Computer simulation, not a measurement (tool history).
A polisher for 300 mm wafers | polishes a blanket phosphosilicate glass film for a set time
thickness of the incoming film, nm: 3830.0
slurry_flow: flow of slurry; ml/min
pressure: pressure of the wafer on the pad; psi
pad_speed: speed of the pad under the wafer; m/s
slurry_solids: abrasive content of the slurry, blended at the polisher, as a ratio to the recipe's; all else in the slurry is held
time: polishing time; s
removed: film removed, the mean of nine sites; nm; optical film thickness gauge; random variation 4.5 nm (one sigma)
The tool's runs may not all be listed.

run 1 hour=0.0 | slurry_flow=235 pressure=3.3 pad_speed=1.26 slurry_solids=1.0 time=71 | removed=917.47
run 2 hour=3.4 | slurry_flow=235 pressure=3.2 pad_speed=1.26 slurry_solids=1.0 time=71 | removed=869.35
run 3 hour=8.9 | slurry_flow=180 pressure=3.2 pad_speed=1.26 slurry_solids=1.0 time=71 | removed=859.01
run 4 hour=10.1 | slurry_flow=180 pressure=3.1 pad_speed=1.26 slurry_solids=1.0 time=71 | removed=830.47
run 5 hour=16.9 | slurry_flow=180 pressure=3.6 pad_speed=1.26 slurry_solids=1.0 time=71 | removed=960.10
run 6 hour=22.4 | slurry_flow=180 pressure=3.6 pad_speed=1.26 slurry_solids=1.0 time=74 | removed=997.70
run 7 hour=28.9 | slurry_flow=180 pressure=3.6 pad_speed=1.26 slurry_solids=1.0 time=74 | removed=999.08

Run 8 comes next. What will it give?
run 8 hour=37.7 | slurry_flow=175 pressure=2.6 pad_speed=1.24 slurry_solids=1.0 time=74 | removed=?

Run 8 gave removed 711.91 nm.
